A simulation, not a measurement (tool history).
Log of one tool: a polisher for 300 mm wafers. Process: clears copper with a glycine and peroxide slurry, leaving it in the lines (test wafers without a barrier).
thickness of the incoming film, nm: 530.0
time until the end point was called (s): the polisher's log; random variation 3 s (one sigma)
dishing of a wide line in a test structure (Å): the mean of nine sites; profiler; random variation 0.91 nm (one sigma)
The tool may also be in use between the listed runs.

| run | day | flow of slurry (ml/min) | pressure of the wafer on the pad (psi) | speed of the pad under the wafer (cm/s) | overpolish time after the end point (s) | time until the end point was called (s) | dishing of a wide line in a test structure (Å) |
|---|---|---|---|---|---|---|---|
| 1 | 0.000 | 305 | 3.2 | 122 | 21 | 90.578 | 737.32 |
| 2 | 0.354 | 305 | 2.9 | 120 | 22 | 95.874 | 722.33 |
| 3 | 0.608 | 305 | 2.7 | 116 | 23 | 105.240 | 677.92 |
| 4 | 0.671 | 305 | 2.5 | 114 | 24 | 108.240 | 662.81 |
|  | 0.979 | worn pad replaced by a new one |
| 5 | 0.979 | 305 | 2.8 | 114 | 24 | 89.910 | 770.31 |
| 6 | 1.212 | 245 | 2.8 | 114 | 24 | 92.729 | 740.67 |

Run 7 comes next. What will it give?
| 7 | 1.550 | 270 | 2.6 | 112 | 25 | ? | ? |

{"run 7": {"time until the end point was called (s)": 101.44, "dishing of a wide line in a test structure (Å)": 777.98}}
